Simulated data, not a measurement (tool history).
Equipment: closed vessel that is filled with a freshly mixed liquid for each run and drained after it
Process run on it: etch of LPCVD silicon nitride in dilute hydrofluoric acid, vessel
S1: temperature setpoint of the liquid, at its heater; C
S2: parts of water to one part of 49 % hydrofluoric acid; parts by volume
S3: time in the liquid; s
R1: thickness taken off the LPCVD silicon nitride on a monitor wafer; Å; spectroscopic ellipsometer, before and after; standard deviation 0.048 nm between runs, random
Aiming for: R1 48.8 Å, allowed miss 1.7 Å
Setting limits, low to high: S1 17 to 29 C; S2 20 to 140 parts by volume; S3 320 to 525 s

| run | day | S1 | S2 | S3 | R1 |
|---|---|---|---|---|---|
| 1 | 0 | 21 | 75 | 525 | 21.585 |
| 2 | 0.246 | 21 | 75 | 525 | 21.053 |
| 3 | 0.646 | 23.5 | 65 | 525 | 29.28 |
| 4 | 0.779 | 25 | 60 | 525 | 34.988 |
| 5 | 1.05 | 25 | 60 | 320 | 21.121 |
| 6 | 1.342 | 27 | 60 | 320 | 23.978 |
| 7 | 1.625 | 27 | 45 | 340 | 34.276 |
| 8 | 1.904 | 27 | 45 | 340 | 34.841 |
| 9 | 2.079 | 27.5 | 40 | 340 | 39.231 |
| 10 | 2.167 | 29 | 30 | 345 | 59.091 |
| 11 | 2.288 | 27.5 | 30 | 345 | 53.409 |
| 12 | 2.475 | 27 | 30 | 345 | 51.307 |

Exercise: of the 5 proposed moves below, exactly one satisfies all targets within the stated allowed misses. Which move is it?
| A | 2.662 | 24 | 35 | 515 | ? |
| B | 2.662 | 28.5 | 30 | 320 | ? |
| C | 2.662 | 26 | 45 | 515 | ? |
| D | 2.662 | 29 | 45 | 455 | ? |
| E | 2.662 | 27.5 | 35 | 385 | ? |

| move | R1 |
|---|---|
| A | 54.324 |
| B | 52.994 |
| C | 48.638 |
| D | 52.363 |
| E | 51.361 |
A: misses by more than the last run did
B: misses by more than the last run did
C: all results land within tolerance of their targets
D: misses by more than the last run did
E: neither nearer nor further off than the last run
C meets every target.

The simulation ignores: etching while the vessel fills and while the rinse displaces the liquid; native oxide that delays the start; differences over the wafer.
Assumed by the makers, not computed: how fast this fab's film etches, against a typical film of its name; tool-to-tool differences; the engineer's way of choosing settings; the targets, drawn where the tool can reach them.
